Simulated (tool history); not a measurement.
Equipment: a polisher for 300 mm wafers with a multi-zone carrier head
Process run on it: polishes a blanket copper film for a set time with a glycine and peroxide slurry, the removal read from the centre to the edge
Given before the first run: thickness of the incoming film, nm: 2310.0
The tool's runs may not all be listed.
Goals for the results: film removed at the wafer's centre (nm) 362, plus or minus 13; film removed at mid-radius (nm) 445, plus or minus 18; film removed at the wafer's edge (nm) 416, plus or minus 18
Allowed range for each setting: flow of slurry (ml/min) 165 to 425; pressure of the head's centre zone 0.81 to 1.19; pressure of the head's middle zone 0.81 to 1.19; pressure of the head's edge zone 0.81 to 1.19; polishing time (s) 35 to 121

| run | day | flow of slurry (ml/min) | pressure of the head's centre zone | pressure of the head's middle zone | pressure of the head's edge zone | polishing time (s) | film removed at the wafer's centre (nm) | film removed at mid-radius (nm) | film removed at the wafer's edge (nm) |
|---|---|---|---|---|---|---|---|---|---|
| 1 | 0 | 275 | 1 | 1 | 1 | 78 | 430.54 | 448.4 | 436.12 |
| 2 | 0.254 | 275 | 1 | 1.07 | 1 | 78 | 424.94 | 467.52 | 430.25 |
| 3 | 0.417 | 270 | 0.99 | 1.07 | 1 | 78 | 419.31 | 471.13 | 431.94 |
| 4 | 0.742 | 270 | 1.07 | 1.07 | 1 | 78 | 461.56 | 463.9 | 438.66 |
| 5 | 0.854 | 265 | 1.05 | 1.07 | 1 | 78 | 450.64 | 470.92 | 430.58 |
| 6 | 0.958 | 265 | 1.09 | 1.07 | 1 | 78 | 455.27 | 472.95 | 438.36 |
|  | 1.112 | edge zone pressure recalibrated |
| 7 | 1.112 | 260 | 1.07 | 1.07 | 1.01 | 78 | 455.1 | 471.18 | 450.47 |
| 8 | 1.233 | 260 | 0.97 | 1.1 | 0.91 | 71 | 385.34 | 427.43 | 397.26 |

Of the 4 settings listed for the next run, only one would bring every result within its allowed miss of target. Which one?
| A | 1.354 | 250 | 1 | 0.97 | 0.81 | 78 | ? | ? | ? |
| B | 1.354 | 365 | 0.96 | 1.06 | 0.91 | 65 | ? | ? | ? |
| C | 1.354 | 235 | 1.01 | 1 | 0.81 | 74 | ? | ? | ? |
| D | 1.354 | 325 | 0.91 | 1.11 | 1.06 | 70 | ? | ? | ? |

| move | film removed at the wafer's centre (nm) | film removed at mid-radius (nm) | film removed at the wafer's edge (nm) |
|---|---|---|---|
| A | 432.74 | 432.65 | 411.32 |
| B | 360.99 | 403.64 | 365.72 |
| C | 411.26 | 417.88 | 387.82 |
| D | 364.42 | 447.67 | 411.79 |
A: the biggest miss grows against the last run
B: corrects the largest miss of the last run, while another result sits out of spec
C: the biggest miss grows against the last run
D: all results land within tolerance of their targets
Correct choice: D, which meets every target
